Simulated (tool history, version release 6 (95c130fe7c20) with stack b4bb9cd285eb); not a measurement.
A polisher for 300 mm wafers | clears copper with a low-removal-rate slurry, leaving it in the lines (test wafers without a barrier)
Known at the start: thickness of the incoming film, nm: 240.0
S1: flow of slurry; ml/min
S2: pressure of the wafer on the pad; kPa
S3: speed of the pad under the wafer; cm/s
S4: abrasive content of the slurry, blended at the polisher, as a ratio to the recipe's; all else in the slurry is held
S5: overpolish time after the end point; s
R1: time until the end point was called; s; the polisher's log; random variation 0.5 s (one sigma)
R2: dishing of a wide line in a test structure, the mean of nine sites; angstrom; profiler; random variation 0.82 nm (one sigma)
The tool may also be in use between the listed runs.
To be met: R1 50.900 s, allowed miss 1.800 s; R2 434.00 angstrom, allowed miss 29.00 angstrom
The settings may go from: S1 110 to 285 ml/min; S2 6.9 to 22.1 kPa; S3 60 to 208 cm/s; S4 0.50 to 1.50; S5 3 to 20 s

Run 1, day 0.000: S1 180 ml/min, S2 14.5 kPa, S3 134 cm/s, S4 1.00, S5 10 s. Result: R1 84.019 s, R2 192.60 angstrom.
Run 2, day 0.112: S1 180 ml/min, S2 14.5 kPa, S3 134 cm/s, S4 0.85, S5 10 s. Result: R1 87.040 s, R2 193.37 angstrom.
Run 3, day 0.225: S1 150 ml/min, S2 14.5 kPa, S3 134 cm/s, S4 0.85, S5 10 s. Result: R1 89.352 s, R2 188.48 angstrom.
Run 4, day 0.596: S1 150 ml/min, S2 14.5 kPa, S3 134 cm/s, S4 0.95, S5 10 s. Result: R1 86.196 s, R2 198.77 angstrom.
Run 5, day 0.758: S1 150 ml/min, S2 16.5 kPa, S3 136 cm/s, S4 0.95, S5 11 s. Result: R1 75.391 s, R2 239.04 angstrom.
Run 6, day 0.938: S1 150 ml/min, S2 16.5 kPa, S3 136 cm/s, S4 0.95, S5 8 s. Result: R1 75.250 s, R2 179.50 angstrom.
Run 7, day 1.304: S1 145 ml/min, S2 17.9 kPa, S3 140 cm/s, S4 0.95, S5 10 s. Result: R1 68.676 s, R2 241.33 angstrom.
Run 8, day 1.367: S1 145 ml/min, S2 19.3 kPa, S3 144 cm/s, S4 0.95, S5 11 s. Result: R1 62.261 s, R2 275.22 angstrom.
Run 9, day 1.412: S1 145 ml/min, S2 20.0 kPa, S3 146 cm/s, S4 0.95, S5 12 s. Result: R1 61.249 s, R2 321.20 angstrom.
Run 10, day 1.475: S1 175 ml/min, S2 22.1 kPa, S3 156 cm/s, S4 0.95, S5 13 s. Result: R1 50.896 s, R2 395.09 angstrom.
Run 11, day 1.550: S1 175 ml/min, S2 22.1 kPa, S3 158 cm/s, S4 0.95, S5 13 s. Result: R1 51.283 s, R2 403.26 angstrom.

5 next moves are on the table. One of them brings every result within its allowed miss. Which?
Run A, day 1.625: S1 160 ml/min, S2 22.1 kPa, S3 168 cm/s, S4 0.85, S5 15 s. Result: R1 ?, R2 ?.
Run B, day 1.625: S1 200 ml/min, S2 22.1 kPa, S3 148 cm/s, S4 0.85, S5 13 s. Result: R1 ?, R2 ?.
Run C, day 1.625: S1 165 ml/min, S2 21.4 kPa, S3 178 cm/s, S4 0.80, S5 12 s. Result: R1 ?, R2 ?.
Run D, day 1.625: S1 180 ml/min, S2 21.4 kPa, S3 178 cm/s, S4 1.00, S5 14 s. Result: R1 ?, R2 ?.
Run E, day 1.625: S1 225 ml/min, S2 22.1 kPa, S3 150 cm/s, S4 0.90, S5 12 s. Result: R1 ?, R2 ?.

move      R1      R2
   A  49.936  452.83
   B  52.751  383.93
   C  49.920  375.21
   D  47.146  447.60
   E  50.996  369.10
A: meets every target
B: further off than the last run
C: further off than the last run
D: brings the result that was furthest off to its target, and leaves another outside
E: further off than the last run
Answer: A
